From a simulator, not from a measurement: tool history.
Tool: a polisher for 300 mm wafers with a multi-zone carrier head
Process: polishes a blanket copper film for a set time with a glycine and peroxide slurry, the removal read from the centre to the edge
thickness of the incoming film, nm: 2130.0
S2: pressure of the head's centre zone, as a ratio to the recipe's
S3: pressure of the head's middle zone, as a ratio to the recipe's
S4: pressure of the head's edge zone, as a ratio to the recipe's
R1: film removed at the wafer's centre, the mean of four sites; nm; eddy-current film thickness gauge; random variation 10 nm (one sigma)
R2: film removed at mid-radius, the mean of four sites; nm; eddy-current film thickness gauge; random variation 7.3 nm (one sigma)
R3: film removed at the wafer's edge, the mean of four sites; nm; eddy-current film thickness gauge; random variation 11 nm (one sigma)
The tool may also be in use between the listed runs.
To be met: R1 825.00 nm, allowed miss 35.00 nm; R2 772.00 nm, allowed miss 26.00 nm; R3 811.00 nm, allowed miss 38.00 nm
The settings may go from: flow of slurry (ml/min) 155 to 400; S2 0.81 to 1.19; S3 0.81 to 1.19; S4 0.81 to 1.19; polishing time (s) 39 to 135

Run 1, hour 0.0: flow of slurry (ml/min) 255, S2 1.00, S3 1.00, S4 1.00, polishing time (s) 87. Result: R1 573.34 nm, R2 567.67 nm, R3 584.29 nm.
Run 2, hour 2.9: flow of slurry (ml/min) 255, S2 1.01, S3 1.00, S4 1.01, polishing time (s) 89. Result: R1 580.16 nm, R2 576.32 nm, R3 608.58 nm.
Run 3, hour 4.4: flow of slurry (ml/min) 260, S2 1.03, S3 1.01, S4 1.01, polishing time (s) 91. Result: R1 615.97 nm, R2 608.39 nm, R3 609.13 nm.
Run 4, hour 10.9: flow of slurry (ml/min) 260, S2 1.04, S3 1.01, S4 1.02, polishing time (s) 93. Result: R1 630.70 nm, R2 608.04 nm, R3 641.63 nm.
Run 5, hour 16.3: flow of slurry (ml/min) 260, S2 1.04, S3 1.08, S4 1.02, polishing time (s) 93. Result: R1 623.77 nm, R2 656.93 nm, R3 644.44 nm.
Run 6, hour 24.7: flow of slurry (ml/min) 220, S2 1.04, S3 1.08, S4 1.02, polishing time (s) 93. Result: R1 617.14 nm, R2 633.29 nm, R3 618.46 nm.
Run 7, hour 27.4: flow of slurry (ml/min) 230, S2 1.05, S3 1.08, S4 1.03, polishing time (s) 94. Result: R1 641.63 nm, R2 653.64 nm, R3 652.76 nm.
Run 8, hour 29.8: flow of slurry (ml/min) 300, S2 1.15, S3 1.14, S4 1.13, polishing time (s) 96. Result: R1 733.34 nm, R2 706.11 nm, R3 710.18 nm.
Run 9, hour 36.4: flow of slurry (ml/min) 300, S2 1.15, S3 1.14, S4 1.14, polishing time (s) 97. Result: R1 752.40 nm, R2 723.70 nm, R3 723.34 nm.
At hour 39.8: slurry nozzle cleaned.
Run 10, hour 39.8: flow of slurry (ml/min) 300, S2 1.15, S3 1.14, S4 1.15, polishing time (s) 98. Result: R1 805.77 nm, R2 764.80 nm, R3 747.71 nm.
Run 11, hour 48.6: flow of slurry (ml/min) 305, S2 1.14, S3 1.13, S4 1.15, polishing time (s) 98. Result: R1 788.59 nm, R2 755.40 nm, R3 757.59 nm.
Run 12, hour 55.9: flow of slurry (ml/min) 310, S2 1.14, S3 1.13, S4 1.15, polishing time (s) 98. Result: R1 775.20 nm, R2 757.95 nm, R3 761.15 nm.

5 next moves are on the table. One of them brings every result within its allowed miss. Which?
Run A, hour 63.2: flow of slurry (ml/min) 200, S2 1.14, S3 1.16, S4 0.95, polishing time (s) 98. Result: R1 ?, R2 ?, R3 ?.
Run B, hour 63.2: flow of slurry (ml/min) 400, S2 0.97, S3 1.05, S4 1.19, polishing time (s) 106. Result: R1 ?, R2 ?, R3 ?.
Run C, hour 63.2: flow of slurry (ml/min) 285, S2 1.13, S3 1.08, S4 1.18, polishing time (s) 104. Result: R1 ?, R2 ?, R3 ?.
Run D, hour 63.2: flow of slurry (ml/min) 350, S2 1.02, S3 1.19, S4 1.04, polishing time (s) 99. Result: R1 ?, R2 ?, R3 ?.
Run E, hour 63.2: flow of slurry (ml/min) 205, S2 1.10, S3 1.09, S4 1.17, polishing time (s) 105. Result: R1 ?, R2 ?, R3 ?.

move      R1      R2      R3
   A  747.58  734.10  652.75
   B  746.04  787.75  836.68
   C  826.12  767.27  798.54
   D  725.20  808.16  722.47
   E  775.52  749.36  778.28
A: further off than the last run
B: further off than the last run
C: meets every target
D: further off than the last run
E: as far off as the last run
The right move is C.

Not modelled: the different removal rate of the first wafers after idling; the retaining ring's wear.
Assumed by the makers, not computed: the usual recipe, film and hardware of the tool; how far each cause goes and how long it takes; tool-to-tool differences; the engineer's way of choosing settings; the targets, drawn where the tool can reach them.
